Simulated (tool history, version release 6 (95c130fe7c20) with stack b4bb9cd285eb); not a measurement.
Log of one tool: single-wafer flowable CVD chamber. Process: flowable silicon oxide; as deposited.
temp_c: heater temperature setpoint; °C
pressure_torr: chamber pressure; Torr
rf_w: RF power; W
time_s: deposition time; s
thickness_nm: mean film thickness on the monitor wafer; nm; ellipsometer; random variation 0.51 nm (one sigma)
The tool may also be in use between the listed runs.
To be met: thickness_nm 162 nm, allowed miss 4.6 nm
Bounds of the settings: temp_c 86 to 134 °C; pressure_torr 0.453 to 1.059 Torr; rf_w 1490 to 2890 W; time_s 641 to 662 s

run,hour,temp_c,pressure_torr,rf_w,time_s,thickness_nm
1,0,110,0.756,2190,641,265.12
2,6.4,102,0.756,2190,641,358.2
3,8.2,102,0.756,2490,641,365.12
4,13.4,102,0.846,2490,641,406.83
5,18.3,106,0.844,2490,641,348.8
# hour 20.6: capacitance manometer re-zeroed and calibrated
6,20.6,106,0.944,2490,641,367.59
7,28.3,106,0.944,2490,641,369.15
8,29.3,110,0.942,2490,641,315.31
9,35.3,113,0.941,2490,641,281.07
10,42.7,115,0.94,2490,641,262.58
11,45.2,117,0.939,2490,641,244.24
12,51.1,119,0.938,2490,641,227.61
13,57.9,121,0.937,2490,641,213.55
14,65.7,122,0.936,2490,641,208.14
15,67.8,123,0.935,2490,641,203.13
16,70.8,124,0.934,2490,641,195.3
17,79.8,125,0.933,2490,641,189.92
18,83.6,126,0.933,2490,641,184.03
19,85.2,127,0.933,2490,641,178.31
20,93.2,129,0.932,2490,641,168.85

5 next moves are on the table. One of them brings every result within its allowed miss. Which?
A,101.2,129,0.804,2475,650,?
B,101.2,128,0.922,2575,641,?
C,101.2,131,0.886,2890,662,?
D,101.2,130,0.867,2740,641,?
E,101.2,125,0.82,2600,662,?

move,thickness_nm
A,147.89
B,171.94
C,160.25
D,154.94
E,173.05
A: takes the result that was furthest off past its target
B: further off than the last run
C: meets every target
D: takes the result that was furthest off past its target
E: further off than the last run
Move C is the one to make.

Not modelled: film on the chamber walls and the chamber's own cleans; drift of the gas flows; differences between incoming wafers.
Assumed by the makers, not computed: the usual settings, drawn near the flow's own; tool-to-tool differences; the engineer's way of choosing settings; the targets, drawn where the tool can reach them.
